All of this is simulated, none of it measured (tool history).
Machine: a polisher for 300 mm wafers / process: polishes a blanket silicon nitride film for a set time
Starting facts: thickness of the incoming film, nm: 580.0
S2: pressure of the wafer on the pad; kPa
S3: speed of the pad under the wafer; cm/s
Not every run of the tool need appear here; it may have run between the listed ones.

Run 1, day 0.000: flow of slurry (ml/min) 155, S2 18.6 kPa, S3 100 cm/s, polishing time (s) 47. Result: film removed (angstrom) 541.06.
Run 2, day 0.179: flow of slurry (ml/min) 155, S2 18.6 kPa, S3 100 cm/s, polishing time (s) 41. Result: film removed (angstrom) 470.41.
Run 3, day 0.246: flow of slurry (ml/min) 155, S2 18.6 kPa, S3 100 cm/s, polishing time (s) 47. Result: film removed (angstrom) 537.59.
Run 4, day 0.438: flow of slurry (ml/min) 150, S2 15.2 kPa, S3 90 cm/s, polishing time (s) 47. Result: film removed (angstrom) 403.68.
Run 5, day 0.633: flow of slurry (ml/min) 145, S2 13.1 kPa, S3 84 cm/s, polishing time (s) 47. Result: film removed (angstrom) 327.47.
Run 6, day 0.679: flow of slurry (ml/min) 140, S2 11.7 kPa, S3 84 cm/s, polishing time (s) 47. Result: film removed (angstrom) 293.65.
Run 7, day 0.704: flow of slurry (ml/min) 130, S2 11.0 kPa, S3 84 cm/s, polishing time (s) 47. Result: film removed (angstrom) 271.15.
Run 8, day 0.779: flow of slurry (ml/min) 120, S2 11.0 kPa, S3 84 cm/s, polishing time (s) 47. Result: film removed (angstrom) 273.30.

What does the tool deliver on the next run?
Run 9, day 1.004: flow of slurry (ml/min) 115, S2 10.3 kPa, S3 84 cm/s, polishing time (s) 47. Result: film removed (angstrom) ?.

{"run 9": {"film removed (angstrom)": 255.09}}

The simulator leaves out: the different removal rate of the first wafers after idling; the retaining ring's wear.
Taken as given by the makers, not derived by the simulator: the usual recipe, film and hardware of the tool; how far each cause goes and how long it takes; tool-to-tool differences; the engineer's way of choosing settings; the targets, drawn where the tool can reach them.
